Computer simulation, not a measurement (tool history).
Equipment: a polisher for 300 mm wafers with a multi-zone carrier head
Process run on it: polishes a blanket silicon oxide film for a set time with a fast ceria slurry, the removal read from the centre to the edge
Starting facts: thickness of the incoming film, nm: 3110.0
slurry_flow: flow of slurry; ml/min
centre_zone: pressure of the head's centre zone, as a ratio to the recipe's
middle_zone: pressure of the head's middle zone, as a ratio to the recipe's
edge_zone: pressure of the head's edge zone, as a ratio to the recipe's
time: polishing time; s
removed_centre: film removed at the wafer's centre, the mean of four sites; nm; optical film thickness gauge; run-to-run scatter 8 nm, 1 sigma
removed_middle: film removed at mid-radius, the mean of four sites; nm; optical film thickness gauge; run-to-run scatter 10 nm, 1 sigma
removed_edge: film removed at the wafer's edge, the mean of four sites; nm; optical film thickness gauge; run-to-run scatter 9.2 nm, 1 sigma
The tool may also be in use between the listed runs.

run	hour	slurry_flow	centre_zone	middle_zone	edge_zone	time	removed_centre	removed_middle	removed_edge
1	0	165	1	1	1	81	1038.1	1084.8	1046.6
2	5.5	165	1	1.03	1	81	1039.1	1114.6	1073.8
3	6.6	165	1	1.03	1.08	81	1047.1	1089.9	1089.2
4	13	165	1	0.99	1.08	81	1046.8	1062.5	1082.4
5	13.9	155	1	0.96	1.03	79	1007.6	991.87	1034.8
6	20.7	155	1	0.96	1.09	79	1019.1	1001.9	1064.9
7	29.3	155	1.01	0.95	1.03	77	984.3	971.58	1011.8

Predict the results of run 8:
8	37.6	150	1.02	0.95	0.99	76	?	?	?

Run 8 measured removed_centre 981.53 nm, removed_middle 962.5 nm, removed_edge 988.32 nm.
